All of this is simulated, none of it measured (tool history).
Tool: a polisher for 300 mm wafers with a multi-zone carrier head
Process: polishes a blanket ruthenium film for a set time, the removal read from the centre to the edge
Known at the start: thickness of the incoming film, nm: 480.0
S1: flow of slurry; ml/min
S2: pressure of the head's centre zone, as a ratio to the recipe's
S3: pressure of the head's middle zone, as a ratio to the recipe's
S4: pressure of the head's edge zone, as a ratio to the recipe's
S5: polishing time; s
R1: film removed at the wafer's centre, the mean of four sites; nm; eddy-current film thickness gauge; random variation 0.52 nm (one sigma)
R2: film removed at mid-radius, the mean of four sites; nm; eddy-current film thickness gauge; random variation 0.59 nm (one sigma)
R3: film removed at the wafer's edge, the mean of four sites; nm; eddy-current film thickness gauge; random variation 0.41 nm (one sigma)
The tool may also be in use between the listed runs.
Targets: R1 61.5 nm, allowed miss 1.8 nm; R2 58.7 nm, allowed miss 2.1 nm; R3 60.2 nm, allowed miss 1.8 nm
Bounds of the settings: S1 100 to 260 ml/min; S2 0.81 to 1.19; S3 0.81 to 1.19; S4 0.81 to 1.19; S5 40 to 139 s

run  hour   S1    S2    S3    S4   S5      R1      R2      R3
  1     0  165     1     1     1   89  66.789  65.448  67.414
  2   5.1  160     1  0.99  0.98   89  66.215  64.895  66.167
  3   7.2  160     1  0.99  1.03   89  66.444  64.953  67.072
  4   7.9  160     1  0.99  1.03  105  77.478  76.925  80.036
  5  10.3  160  1.04  0.99  1.03  105   80.57  77.397  80.692
  6  19.2  160  1.03  0.98  1.01  102  76.628  73.634  77.051
  7  26.4  155  1.03  0.98  0.99  100  75.986  73.213  73.488
  8  28.1  150  1.02  0.96  0.98   99  73.887  69.857  72.355
  9  34.1  145  1.01  0.95  0.96   98  72.008  68.705  71.182
 10    40  140     1  0.94  0.95   97  70.744  66.995  71.128
     43.2  -- slurry nozzle cleaned
 11  43.2  140     1  0.94  0.94   95  71.415  65.653  69.317
 12    49  115   0.9  0.92  0.84   87  56.725  58.109  58.869
 13  50.6  120  0.91  0.92  0.84   87  57.344  58.058  59.724

Which of these 4 next moves meets every target?
  A  52.2  100  0.82  0.82  0.86  90   ?   ?   ?
  B  52.2  135  0.81  0.89  0.96  84   ?   ?   ?
  C  52.2  110  0.95  0.89  0.81  91   ?   ?   ?
  D  52.2  120  0.93  0.92   0.9  85   ?   ?   ?

move      R1      R2      R3
   A  51.057  54.143  61.436
   B  49.375  56.343  62.056
   C  60.849   59.32  61.011
   D  56.416  57.648  60.226
A: further off than the last run
B: further off than the last run
C: meets every target
D: further off than the last run
Move C is the one to make.

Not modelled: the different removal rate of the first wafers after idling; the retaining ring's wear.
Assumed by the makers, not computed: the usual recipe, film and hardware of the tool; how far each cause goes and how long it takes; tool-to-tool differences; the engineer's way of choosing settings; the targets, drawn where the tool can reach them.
